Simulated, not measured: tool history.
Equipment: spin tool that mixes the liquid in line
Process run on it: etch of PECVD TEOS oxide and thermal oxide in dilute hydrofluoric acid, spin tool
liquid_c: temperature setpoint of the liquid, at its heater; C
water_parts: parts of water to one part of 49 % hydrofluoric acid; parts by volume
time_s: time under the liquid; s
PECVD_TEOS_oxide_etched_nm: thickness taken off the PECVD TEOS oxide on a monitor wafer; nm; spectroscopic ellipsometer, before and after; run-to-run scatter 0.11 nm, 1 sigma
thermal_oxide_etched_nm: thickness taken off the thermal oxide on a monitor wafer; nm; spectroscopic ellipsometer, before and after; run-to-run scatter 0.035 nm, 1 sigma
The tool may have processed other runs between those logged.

Run 1, day 0.000: liquid_c 24.0 C, water_parts 145 parts by volume, time_s 180 s. Result: PECVD_TEOS_oxide_etched_nm 24.186 nm, thermal_oxide_etched_nm 5.2718 nm.
Run 2, day 0.038: liquid_c 26.5 C, water_parts 145 parts by volume, time_s 180 s. Result: PECVD_TEOS_oxide_etched_nm 26.561 nm, thermal_oxide_etched_nm 5.7747 nm.
Run 3, day 0.367: liquid_c 28.5 C, water_parts 145 parts by volume, time_s 180 s. Result: PECVD_TEOS_oxide_etched_nm 28.487 nm, thermal_oxide_etched_nm 6.3312 nm.
Run 4, day 0.546: liquid_c 28.5 C, water_parts 145 parts by volume, time_s 215 s. Result: PECVD_TEOS_oxide_etched_nm 33.936 nm, thermal_oxide_etched_nm 7.4702 nm.
Run 5, day 0.750: liquid_c 28.5 C, water_parts 125 parts by volume, time_s 215 s. Result: PECVD_TEOS_oxide_etched_nm 40.595 nm, thermal_oxide_etched_nm 8.8595 nm.
Run 6, day 0.917: liquid_c 27.0 C, water_parts 130 parts by volume, time_s 215 s. Result: PECVD_TEOS_oxide_etched_nm 36.759 nm, thermal_oxide_etched_nm 7.9091 nm.
Run 7, day 1.071: liquid_c 26.0 C, water_parts 135 parts by volume, time_s 215 s. Result: PECVD_TEOS_oxide_etched_nm 33.880 nm, thermal_oxide_etched_nm 7.3059 nm.
Run 8, day 1.188: liquid_c 25.0 C, water_parts 140 parts by volume, time_s 215 s. Result: PECVD_TEOS_oxide_etched_nm 31.250 nm, thermal_oxide_etched_nm 6.7894 nm.
Run 9, day 1.517: liquid_c 24.0 C, water_parts 145 parts by volume, time_s 215 s. Result: PECVD_TEOS_oxide_etched_nm 28.784 nm, thermal_oxide_etched_nm 6.3660 nm.
Run 10, day 1.800: liquid_c 20.0 C, water_parts 175 parts by volume, time_s 210 s. Result: PECVD_TEOS_oxide_etched_nm 19.373 nm, thermal_oxide_etched_nm 4.2410 nm.

Estimate the outcome of run 11 from the log above:
Run 11, day 1.888: liquid_c 20.0 C, water_parts 175 parts by volume, time_s 210 s. Result: PECVD_TEOS_oxide_etched_nm ?, thermal_oxide_etched_nm ?.

PECVD_TEOS_oxide_etched_nm: 19.362 nm
thermal_oxide_etched_nm: 4.2306 nm
